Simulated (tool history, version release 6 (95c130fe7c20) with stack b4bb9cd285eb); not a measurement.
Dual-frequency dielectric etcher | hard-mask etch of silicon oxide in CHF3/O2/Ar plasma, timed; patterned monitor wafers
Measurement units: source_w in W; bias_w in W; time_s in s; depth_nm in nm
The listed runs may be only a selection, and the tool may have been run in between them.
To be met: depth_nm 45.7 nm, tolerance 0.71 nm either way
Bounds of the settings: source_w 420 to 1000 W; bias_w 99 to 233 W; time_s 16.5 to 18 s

{"run": 1, "day": 0.0, "source_w": 710, "bias_w": 166, "time_s": 18, "depth_nm": 37.197}
{"run": 2, "day": 0.067, "source_w": 710, "bias_w": 166, "time_s": 18, "depth_nm": 37.421}
{"run": 3, "day": 0.133, "source_w": 750, "bias_w": 170, "time_s": 18, "depth_nm": 38.335}
{"run": 4, "day": 0.167, "source_w": 780, "bias_w": 174, "time_s": 18, "depth_nm": 39.246}
{"run": 5, "day": 0.525, "source_w": 780, "bias_w": 163, "time_s": 18, "depth_nm": 38.478}
{"run": 6, "day": 0.883, "source_w": 810, "bias_w": 167, "time_s": 18, "depth_nm": 39.179}
{"run": 7, "day": 0.912, "source_w": 840, "bias_w": 172, "time_s": 18, "depth_nm": 40.364}
{"run": 8, "day": 1.046, "source_w": 840, "bias_w": 172, "time_s": 18, "depth_nm": 40.179}
{"run": 9, "day": 1.362, "source_w": 860, "bias_w": 176, "time_s": 18, "depth_nm": 41.022}
{"run": 10, "day": 1.738, "source_w": 1000, "bias_w": 195, "time_s": 18, "depth_nm": 44.716}

Which one of the following 4 next-run settings gets every result inside its allowed miss? There is exactly one.
{"run": "A", "day": 2.112, "source_w": 1000, "bias_w": 202, "time_s": 18, "depth_nm": "?"}
{"run": "B", "day": 2.112, "source_w": 760, "bias_w": 221, "time_s": 18, "depth_nm": "?"}
{"run": "C", "day": 2.112, "source_w": 1000, "bias_w": 191, "time_s": 18, "depth_nm": "?"}
{"run": "D", "day": 2.112, "source_w": 910, "bias_w": 209, "time_s": 18, "depth_nm": "?"}

move=A depth_nm=45.361
move=B depth_nm=42.142
move=C depth_nm=44.515
move=D depth_nm=44.264
A: every result within its allowed miss
B: misses by more than the last run did
C: misses by more than the last run did
D: misses by more than the last run did
A meets every target.

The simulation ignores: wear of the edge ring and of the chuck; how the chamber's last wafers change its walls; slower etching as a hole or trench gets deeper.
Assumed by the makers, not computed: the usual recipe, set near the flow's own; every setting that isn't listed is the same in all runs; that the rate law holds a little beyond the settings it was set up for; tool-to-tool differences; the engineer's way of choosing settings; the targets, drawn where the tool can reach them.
